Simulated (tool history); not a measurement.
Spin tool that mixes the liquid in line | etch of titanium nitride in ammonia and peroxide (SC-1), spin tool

run    day  temperature setpoint of the liquid (K)  parts of water to one part of 30 % peroxide (parts by volume)  parts of 29 % ammonia solution to one part of 30 % peroxide (parts by volume)  time under the liquid (s)  thickness taken off the titanium nitride on a monitor wafer (Å)
  1      0                                  327.15                                                             16                                                                           0.75                         25                                                           22.605
  2  0.058                                  329.15                                                             16                                                                           0.75                         25                                                           25.687
  3  0.258                                  329.15                                                           20.5                                                                           0.75                         25                                                           22.467
  4  0.317                                  329.15                                                           20.5                                                                           0.45                         25                                                           20.482
  5  0.588                                  331.15                                                           20.5                                                                           0.45                         25                                                           23.273
  6  0.679                                  331.15                                                             17                                                                           0.45                         25                                                            25.55
  7  0.975                                  339.15                                                             17                                                                           0.45                         25                                                           43.335

Run 8, settings as shown, results not yet in. Your forecast:
  8  1.038                                  339.65                                                             17                                                                           0.45                         25                                                                ?

thickness taken off the titanium nitride on a monitor wafer (Å): 44.74
